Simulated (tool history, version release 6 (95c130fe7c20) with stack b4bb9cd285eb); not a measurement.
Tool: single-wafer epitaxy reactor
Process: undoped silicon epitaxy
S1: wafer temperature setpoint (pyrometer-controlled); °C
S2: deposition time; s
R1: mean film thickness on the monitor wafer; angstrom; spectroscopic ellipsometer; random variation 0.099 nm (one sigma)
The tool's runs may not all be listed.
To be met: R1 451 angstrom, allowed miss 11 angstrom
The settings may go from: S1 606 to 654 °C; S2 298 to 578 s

run 1 hour=0 | S1=630 S2=438 | R1=503.28
run 2 hour=5.1 | S1=630 S2=499 | R1=572.39
run 3 hour=9.8 | S1=630 S2=436 | R1=498.9
run 4 hour=14.8 | S1=637 S2=436 | R1=584.95
run 5 hour=21.5 | S1=642 S2=436 | R1=657.5
run 6 hour=24.1 | S1=640 S2=436 | R1=628.59
run 7 hour=27.9 | S1=639 S2=436 | R1=615.2
run 8 hour=36.1 | S1=638 S2=436 | R1=600.6
run 9 hour=42.5 | S1=637 S2=436 | R1=586.78
run 10 hour=47.5 | S1=636 S2=436 | R1=573.68
run 11 hour=52 | S1=635 S2=436 | R1=560.67
run 12 hour=60.3 | S1=634 S2=436 | R1=545.49
run 13 hour=66.6 | S1=633 S2=436 | R1=534.8
run 14 hour=74.9 | S1=632 S2=436 | R1=524.73
run 15 hour=76.8 | S1=631 S2=436 | R1=512.19
run 16 hour=78.9 | S1=630 S2=436 | R1=499.49

Which of these 5 next moves meets every target?
run A hour=81 | S1=634 S2=425 | R1=?
run B hour=81 | S1=628 S2=413 | R1=?
run C hour=81 | S1=631 S2=477 | R1=?
run D hour=81 | S1=640 S2=381 | R1=?
run E hour=81 | S1=636 S2=418 | R1=?

move=A R1=534.16
move=B R1=452.5
move=C R1=559.88
move=D R1=548.31
move=E R1=549.73
A: further off than the last run
B: meets every target
C: further off than the last run
D: further off than the last run
E: further off than the last run
Move B is the one to make.
